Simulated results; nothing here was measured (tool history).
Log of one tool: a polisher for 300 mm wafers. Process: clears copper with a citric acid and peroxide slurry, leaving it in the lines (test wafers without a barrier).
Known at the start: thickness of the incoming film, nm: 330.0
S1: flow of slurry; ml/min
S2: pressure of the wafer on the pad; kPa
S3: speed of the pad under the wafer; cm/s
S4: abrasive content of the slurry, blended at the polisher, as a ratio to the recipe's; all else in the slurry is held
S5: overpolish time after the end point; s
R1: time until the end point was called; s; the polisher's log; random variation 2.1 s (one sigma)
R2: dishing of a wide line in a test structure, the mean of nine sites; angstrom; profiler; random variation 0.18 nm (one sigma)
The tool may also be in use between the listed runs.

run  hour   S1    S2   S3   S4  S5      R1      R2
  1     0  215  22.1  130    1  11  105.63  115.17
  2   3.9  215  22.1  118    1  11  113.84  115.27
  3  11.8  215  22.1  118  1.1  11  110.83  113.35
  4  20.2  215  22.1  118    1  11  113.35  112.14
  5  23.5  215  20.7  118    1  11  118.84  109.83
  6  30.3  215    20  116    1  11  126.32  108.28
  7  31.1  215  19.3  116    1  11  134.49   106.2
       36  -- slurry nozzle cleaned
  8    36  215  18.6  116    1  12  133.08  109.85

Forecast run 9:
  9  43.5  215  18.6  116   1  12   ?   ?

Run 9 gave R1 126.58 s, R2 113 angstrom.

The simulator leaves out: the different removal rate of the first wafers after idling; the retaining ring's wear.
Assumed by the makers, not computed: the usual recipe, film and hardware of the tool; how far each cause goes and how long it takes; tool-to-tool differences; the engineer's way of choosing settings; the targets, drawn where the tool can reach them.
